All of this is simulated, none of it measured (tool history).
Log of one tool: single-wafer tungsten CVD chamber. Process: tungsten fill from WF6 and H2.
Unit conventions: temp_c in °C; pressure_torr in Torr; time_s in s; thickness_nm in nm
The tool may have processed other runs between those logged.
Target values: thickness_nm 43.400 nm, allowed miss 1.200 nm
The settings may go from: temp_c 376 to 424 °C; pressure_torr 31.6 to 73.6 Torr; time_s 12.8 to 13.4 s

{"run": 1, "hour": 0.0, "temp_c": 400, "pressure_torr": 52.6, "time_s": 13.4, "thickness_nm": 50.267}
{"run": 2, "hour": 8.1, "temp_c": 395, "pressure_torr": 52.6, "time_s": 13.4, "thickness_nm": 45.739}
{"run": 3, "hour": 8.8, "temp_c": 395, "pressure_torr": 52.6, "time_s": 13.4, "thickness_nm": 45.798}
{"run": 4, "hour": 11.4, "temp_c": 388, "pressure_torr": 52.6, "time_s": 13.4, "thickness_nm": 40.528}
{"run": 5, "hour": 14.8, "temp_c": 394, "pressure_torr": 52.6, "time_s": 13.4, "thickness_nm": 45.313}
{"run": 6, "hour": 19.6, "temp_c": 394, "pressure_torr": 60.6, "time_s": 13.4, "thickness_nm": 47.118}
{"run": 7, "hour": 22.6, "temp_c": 394, "pressure_torr": 60.6, "time_s": 13.4, "thickness_nm": 46.698}
{"run": 8, "hour": 25.9, "temp_c": 393, "pressure_torr": 60.4, "time_s": 13.4, "thickness_nm": 45.933}
{"run": 9, "hour": 32.7, "temp_c": 392, "pressure_torr": 60.3, "time_s": 13.4, "thickness_nm": 45.169}

Which one of the following 5 next-run settings gets every result inside its allowed miss? There is exactly one.
{"run": "A", "hour": 39.5, "temp_c": 390, "pressure_torr": 73.6, "time_s": 13.4, "thickness_nm": "?"}
{"run": "B", "hour": 39.5, "temp_c": 389, "pressure_torr": 63.0, "time_s": 13.4, "thickness_nm": "?"}
{"run": "C", "hour": 39.5, "temp_c": 390, "pressure_torr": 73.2, "time_s": 13.1, "thickness_nm": "?"}
{"run": "D", "hour": 39.5, "temp_c": 393, "pressure_torr": 60.6, "time_s": 13.4, "thickness_nm": "?"}
{"run": "E", "hour": 39.5, "temp_c": 393, "pressure_torr": 58.0, "time_s": 13.4, "thickness_nm": "?"}

move=A thickness_nm=46.418
move=B thickness_nm=43.463
move=C thickness_nm=45.299
move=D thickness_nm=46.214
move=E thickness_nm=45.620
A: the biggest miss grows against the last run
B: meets every target
C: the biggest miss grows against the last run
D: the biggest miss grows against the last run
E: the biggest miss grows against the last run
The right move is B.
